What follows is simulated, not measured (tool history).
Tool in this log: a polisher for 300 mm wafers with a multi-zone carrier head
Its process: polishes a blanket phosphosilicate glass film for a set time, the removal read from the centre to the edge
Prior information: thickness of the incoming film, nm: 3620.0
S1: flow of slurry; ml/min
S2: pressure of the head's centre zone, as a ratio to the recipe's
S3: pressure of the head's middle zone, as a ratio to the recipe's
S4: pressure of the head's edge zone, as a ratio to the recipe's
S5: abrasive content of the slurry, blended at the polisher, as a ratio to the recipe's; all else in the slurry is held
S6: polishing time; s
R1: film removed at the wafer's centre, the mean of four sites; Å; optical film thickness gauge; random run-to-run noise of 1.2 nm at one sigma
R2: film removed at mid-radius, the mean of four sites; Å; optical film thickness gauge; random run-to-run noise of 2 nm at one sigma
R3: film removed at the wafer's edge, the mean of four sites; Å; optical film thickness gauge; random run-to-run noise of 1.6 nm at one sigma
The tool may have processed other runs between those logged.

{"run": 1, "hour": 0.0, "S1": 170, "S2": 1.0, "S3": 1.0, "S4": 1.0, "S5": 1.0, "S6": 43, "R1": 2914.1, "R2": 3111.6, "R3": 3129.5}
{"run": 2, "hour": 1.3, "S1": 165, "S2": 0.99, "S3": 1.01, "S4": 0.98, "S5": 0.95, "S6": 40, "R1": 2587.4, "R2": 2785.9, "R3": 2797.4}
{"run": 3, "hour": 2.2, "S1": 165, "S2": 0.99, "S3": 1.03, "S4": 0.96, "S5": 0.9, "S6": 37, "R1": 2334.8, "R2": 2491.5, "R3": 2503.6}
{"run": 4, "hour": 2.8, "S1": 145, "S2": 0.99, "S3": 1.03, "S4": 0.96, "S5": 0.9, "S6": 37, "R1": 2279.8, "R2": 2479.0, "R3": 2441.4}
{"run": 5, "hour": 6.7, "S1": 145, "S2": 1.05, "S3": 1.03, "S4": 0.96, "S5": 0.9, "S6": 37, "R1": 2412.6, "R2": 2517.0, "R3": 2433.3}
{"run": 6, "hour": 9.2, "S1": 140, "S2": 1.04, "S3": 1.05, "S4": 0.95, "S5": 0.85, "S6": 35, "R1": 2186.5, "R2": 2387.9, "R3": 2275.9}
{"run": 7, "hour": 16.4, "S1": 135, "S2": 1.04, "S3": 1.06, "S4": 0.94, "S5": 0.8, "S6": 33, "R1": 2008.5, "R2": 2120.9, "R3": 2069.3}
{"run": 8, "hour": 22.3, "S1": 130, "S2": 1.03, "S3": 1.08, "S4": 0.92, "S5": 0.8, "S6": 32, "R1": 1897.5, "R2": 2098.9, "R3": 1963.1}
{"run": 9, "hour": 27.4, "S1": 130, "S2": 1.03, "S3": 1.09, "S4": 0.91, "S5": 0.75, "S6": 31, "R1": 1775.0, "R2": 1987.4, "R3": 1823.6}
{"run": 10, "hour": 29.3, "S1": 130, "S2": 1.02, "S3": 1.09, "S4": 0.9, "S5": 0.7, "S6": 30, "R1": 1633.8, "R2": 1893.8, "R3": 1703.0}
{"run": 11, "hour": 30.1, "S1": 130, "S2": 1.02, "S3": 1.08, "S4": 0.89, "S5": 0.7, "S6": 29, "R1": 1597.4, "R2": 1779.0, "R3": 1654.6}

What does the tool deliver on the next run?
{"run": 12, "hour": 35.4, "S1": 130, "S2": 1.02, "S3": 1.08, "S4": 0.88, "S5": 0.7, "S6": 29, "R1": "?", "R2": "?", "R3": "?"}

R1: 1573.1 Å
R2: 1781.5 Å
R3: 1622.9 Å
